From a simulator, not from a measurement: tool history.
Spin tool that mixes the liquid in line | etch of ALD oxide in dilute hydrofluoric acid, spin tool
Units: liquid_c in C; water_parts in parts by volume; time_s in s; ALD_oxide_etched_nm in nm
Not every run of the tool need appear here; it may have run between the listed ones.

run 1 hour=0.0 | liquid_c=21.0 water_parts=260 time_s=315 | ALD_oxide_etched_nm=13.3080
run 2 hour=3.5 | liquid_c=22.0 water_parts=260 time_s=315 | ALD_oxide_etched_nm=13.8050
run 3 hour=4.3 | liquid_c=22.0 water_parts=315 time_s=315 | ALD_oxide_etched_nm=10.7710
run 4 hour=12.1 | liquid_c=19.5 water_parts=315 time_s=315 | ALD_oxide_etched_nm=9.9116
run 5 hour=18.3 | liquid_c=19.5 water_parts=315 time_s=335 | ALD_oxide_etched_nm=10.5100
run 6 hour=21.4 | liquid_c=22.5 water_parts=315 time_s=335 | ALD_oxide_etched_nm=11.6940
run 7 hour=25.3 | liquid_c=24.0 water_parts=310 time_s=335 | ALD_oxide_etched_nm=12.5120

Run 8, settings as shown, results not yet in. Your forecast:
run 8 hour=32.3 | liquid_c=28.0 water_parts=305 time_s=335 | ALD_oxide_etched_nm=?

ALD_oxide_etched_nm: 14.7000 nm

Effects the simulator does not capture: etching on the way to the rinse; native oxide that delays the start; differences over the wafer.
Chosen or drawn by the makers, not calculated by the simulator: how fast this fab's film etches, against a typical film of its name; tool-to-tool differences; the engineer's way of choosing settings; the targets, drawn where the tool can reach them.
